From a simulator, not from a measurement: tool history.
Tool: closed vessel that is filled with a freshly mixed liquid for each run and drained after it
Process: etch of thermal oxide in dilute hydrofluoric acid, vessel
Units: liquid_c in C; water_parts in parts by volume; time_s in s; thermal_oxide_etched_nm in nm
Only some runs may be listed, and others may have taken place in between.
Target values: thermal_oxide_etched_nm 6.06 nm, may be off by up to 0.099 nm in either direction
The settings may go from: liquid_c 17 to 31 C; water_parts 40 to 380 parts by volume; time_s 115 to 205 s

run  hour  liquid_c  water_parts  time_s  thermal_oxide_etched_nm
  1     0        23          210     205                    3.744
  2   7.8        23          210     205                    3.779
  3   9.1        23          270     205                   2.7559
  4  11.8      24.5          250     205                   3.1976
  5  18.1        26          235     205                   3.6048
  6  23.5        27          220     205                   4.1384
  7    26        28          210     205                   4.4971
  8  33.7      28.5          200     205                   4.8738
  9  40.4      28.5          200     205                   4.8769
 10  46.9        29          195     205                   5.0909
 11    50        31          175     205                   6.2666
 12  58.7        31          175     205                   6.3039

4 next moves are on the table. One of them brings every result within its allowed miss. Which?
  A  67.4        31          170     200                        ?
  B  67.4      27.5          155     205                        ?
  C  67.4      30.5          170     205                        ?
  D  67.4        31          180     205                        ?

move  thermal_oxide_etched_nm
   A                   6.3283
   B                   6.3952
   C                   6.3737
   D                   6.0474
A: lands further from the targets than the last run did
B: lands further from the targets than the last run did
C: lands further from the targets than the last run did
D: all results land within tolerance of their targets
Answer: D
